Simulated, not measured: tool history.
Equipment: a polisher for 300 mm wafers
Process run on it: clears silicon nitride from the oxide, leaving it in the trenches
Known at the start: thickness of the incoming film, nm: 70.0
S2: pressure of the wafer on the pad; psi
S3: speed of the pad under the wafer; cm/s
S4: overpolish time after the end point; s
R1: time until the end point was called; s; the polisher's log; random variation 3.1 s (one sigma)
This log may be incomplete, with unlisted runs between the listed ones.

{"run": 1, "hour": 0.0, "flow of slurry (ml/min)": 265, "S2": 1.9, "S3": 94, "S4": 40, "R1": 103.95}
{"run": 2, "hour": 3.0, "flow of slurry (ml/min)": 265, "S2": 1.6, "S3": 94, "S4": 40, "R1": 124.88}
{"run": 3, "hour": 8.9, "flow of slurry (ml/min)": 265, "S2": 1.5, "S3": 92, "S4": 40, "R1": 132.95}
{"run": 4, "hour": 11.6, "flow of slurry (ml/min)": 265, "S2": 1.5, "S3": 92, "S4": 43, "R1": 133.61}
{"run": 5, "hour": 20.3, "flow of slurry (ml/min)": 220, "S2": 1.5, "S3": 92, "S4": 43, "R1": 137.69}
{"run": 6, "hour": 24.7, "flow of slurry (ml/min)": 220, "S2": 1.4, "S3": 92, "S4": 43, "R1": 149.6}
{"run": 7, "hour": 26.9, "flow of slurry (ml/min)": 215, "S2": 1.3, "S3": 92, "S4": 43, "R1": 156.28}
{"run": 8, "hour": 31.2, "flow of slurry (ml/min)": 215, "S2": 1.2, "S3": 92, "S4": 43, "R1": 171.75}

Forecast run 9:
{"run": 9, "hour": 38.2, "flow of slurry (ml/min)": 210, "S2": 1.1, "S3": 92, "S4": 43, "R1": "?"}

R1: 184.44 s
